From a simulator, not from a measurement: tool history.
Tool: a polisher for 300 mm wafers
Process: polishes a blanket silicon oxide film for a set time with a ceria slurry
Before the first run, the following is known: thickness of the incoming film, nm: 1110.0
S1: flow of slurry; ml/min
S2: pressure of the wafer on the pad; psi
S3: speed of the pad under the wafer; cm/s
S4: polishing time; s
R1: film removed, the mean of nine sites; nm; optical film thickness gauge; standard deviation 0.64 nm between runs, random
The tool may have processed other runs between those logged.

| run | hour | S1 | S2 | S3 | S4 | R1 |
|---|---|---|---|---|---|---|
| 1 | 0 | 205 | 2.2 | 88 | 27 | 70.504 |
| 2 | 6.5 | 205 | 2 | 88 | 27 | 63.639 |
| 3 | 7.9 | 205 | 2 | 104 | 27 | 72.817 |
| 4 | 16.1 | 205 | 2.4 | 104 | 27 | 89.642 |
| 5 | 18.3 | 180 | 2.4 | 104 | 27 | 85.203 |
| 6 | 20.4 | 180 | 2.6 | 104 | 27 | 95.271 |
| 7 | 28.4 | 175 | 2.3 | 102 | 27 | 80.838 |
| 8 | 31.5 | 175 | 2 | 102 | 27 | 70.638 |
| 9 | 40.3 | 175 | 1.8 | 102 | 27 | 66.37 |

Run 10 comes next. What will it give?
| 10 | 48.2 | 175 | 1.6 | 100 | 27 | ? |

{"run 10": {"R1": 55.865}}
